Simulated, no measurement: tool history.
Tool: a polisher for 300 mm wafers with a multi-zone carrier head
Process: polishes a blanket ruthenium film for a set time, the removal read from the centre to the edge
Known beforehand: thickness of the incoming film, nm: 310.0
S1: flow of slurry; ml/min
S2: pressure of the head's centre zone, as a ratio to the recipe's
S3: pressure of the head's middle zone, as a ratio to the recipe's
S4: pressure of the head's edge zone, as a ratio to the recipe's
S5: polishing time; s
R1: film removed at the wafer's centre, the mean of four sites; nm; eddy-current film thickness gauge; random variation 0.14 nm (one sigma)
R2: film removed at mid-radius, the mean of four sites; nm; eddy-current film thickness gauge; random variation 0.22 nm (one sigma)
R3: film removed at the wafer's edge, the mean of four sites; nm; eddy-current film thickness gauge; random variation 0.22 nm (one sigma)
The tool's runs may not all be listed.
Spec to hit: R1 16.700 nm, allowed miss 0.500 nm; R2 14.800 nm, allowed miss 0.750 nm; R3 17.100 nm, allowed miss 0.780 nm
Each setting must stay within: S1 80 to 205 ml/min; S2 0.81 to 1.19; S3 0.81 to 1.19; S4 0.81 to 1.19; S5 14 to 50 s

Run 1, hour 0.0: S1 135 ml/min, S2 1.00, S3 1.00, S4 1.00, S5 32 s. Result: R1 26.343 nm, R2 25.385 nm, R3 26.920 nm.
Run 2, hour 1.8: S1 135 ml/min, S2 1.00, S3 1.00, S4 1.04, S5 32 s. Result: R1 26.518 nm, R2 26.404 nm, R3 27.791 nm.
Run 3, hour 9.3: S1 135 ml/min, S2 1.00, S3 1.00, S4 1.04, S5 38 s. Result: R1 31.729 nm, R2 31.569 nm, R3 32.477 nm.
Run 4, hour 14.2: S1 130 ml/min, S2 0.99, S3 0.99, S4 0.99, S5 33 s. Result: R1 26.586 nm, R2 27.012 nm, R3 27.634 nm.
Run 5, hour 22.0: S1 140 ml/min, S2 0.99, S3 0.98, S4 0.99, S5 29 s. Result: R1 24.218 nm, R2 23.604 nm, R3 24.536 nm.
Run 6, hour 27.9: S1 140 ml/min, S2 0.99, S3 0.90, S4 0.99, S5 29 s. Result: R1 24.519 nm, R2 21.815 nm, R3 24.617 nm.
Run 7, hour 32.4: S1 135 ml/min, S2 0.98, S3 0.88, S4 0.97, S5 26 s. Result: R1 20.842 nm, R2 19.503 nm, R3 22.536 nm.
Run 8, hour 37.4: S1 135 ml/min, S2 0.99, S3 0.87, S4 0.94, S5 24 s. Result: R1 19.788 nm, R2 17.482 nm, R3 19.665 nm.
Run 9, hour 44.9: S1 125 ml/min, S2 0.99, S3 0.86, S4 0.92, S5 24 s. Result: R1 19.385 nm, R2 17.006 nm, R3 19.471 nm.
Run 10, hour 53.4: S1 125 ml/min, S2 0.99, S3 0.86, S4 0.92, S5 24 s. Result: R1 19.183 nm, R2 16.585 nm, R3 19.321 nm.
Run 11, hour 59.1: S1 115 ml/min, S2 0.99, S3 0.87, S4 0.90, S5 24 s. Result: R1 19.038 nm, R2 16.881 nm, R3 18.744 nm.
Run 12, hour 66.7: S1 110 ml/min, S2 0.98, S3 0.86, S4 0.89, S5 24 s. Result: R1 18.576 nm, R2 16.148 nm, R3 18.666 nm.
Run 13, hour 74.2: S1 105 ml/min, S2 0.97, S3 0.86, S4 0.87, S5 24 s. Result: R1 18.154 nm, R2 16.419 nm, R3 18.240 nm.
Run 14, hour 77.7: S1 100 ml/min, S2 0.97, S3 0.85, S4 0.86, S5 24 s. Result: R1 17.935 nm, R2 15.601 nm, R3 17.889 nm.
Run 15, hour 80.5: S1 95 ml/min, S2 0.96, S3 0.85, S4 0.85, S5 24 s. Result: R1 17.085 nm, R2 15.813 nm, R3 17.959 nm.
Run 16, hour 87.4: S1 95 ml/min, S2 0.98, S3 0.82, S4 0.84, S5 22 s. Result: R1 16.070 nm, R2 14.427 nm, R3 15.705 nm.

Pick the move, out of 4, that brings all results within their allowed miss; only one does.
Run A, hour 94.3: S1 85 ml/min, S2 1.06, S3 1.03, S4 0.81, S5 22 s. Result: R1 ?, R2 ?, R3 ?.
Run B, hour 94.3: S1 85 ml/min, S2 0.96, S3 0.83, S4 0.81, S5 24 s. Result: R1 ?, R2 ?, R3 ?.
Run C, hour 94.3: S1 80 ml/min, S2 0.94, S3 0.81, S4 1.02, S5 25 s. Result: R1 ?, R2 ?, R3 ?.
Run D, hour 94.3: S1 140 ml/min, S2 0.99, S3 0.81, S4 0.89, S5 21 s. Result: R1 ?, R2 ?, R3 ?.

move      R1      R2      R3
   A  16.388  16.321  15.039
   B  16.445  14.879  16.451
   C  16.400  14.856  18.792
   D  17.303  14.646  16.492
A: the biggest miss grows against the last run
B: in spec on every target
C: takes the result that was furthest off past its target
D: meets the target for the result that was furthest off, but another lies outside its allowed miss
Answer: B

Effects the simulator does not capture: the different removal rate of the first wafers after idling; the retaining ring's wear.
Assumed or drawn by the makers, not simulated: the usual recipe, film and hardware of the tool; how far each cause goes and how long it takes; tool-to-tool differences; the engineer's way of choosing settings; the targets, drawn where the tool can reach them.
